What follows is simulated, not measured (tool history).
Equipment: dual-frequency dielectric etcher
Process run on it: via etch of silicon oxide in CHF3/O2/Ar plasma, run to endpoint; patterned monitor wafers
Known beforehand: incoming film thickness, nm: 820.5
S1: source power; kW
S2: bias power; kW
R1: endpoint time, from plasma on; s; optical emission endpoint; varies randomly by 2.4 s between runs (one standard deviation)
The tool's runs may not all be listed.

run	hour	S1	S2	R1
1	0.0	0.750	0.165	362.76
2	5.3	0.820	0.172	340.20
3	10.4	0.820	0.153	350.24
4	13.7	0.820	0.127	367.18
5	14.8	0.890	0.135	348.11
6	15.6	0.800	0.135	370.97

The next listed run, before its measurement:
7	16.7	0.870	0.140	?

For run 7 the tool returned R1 354.34 s.
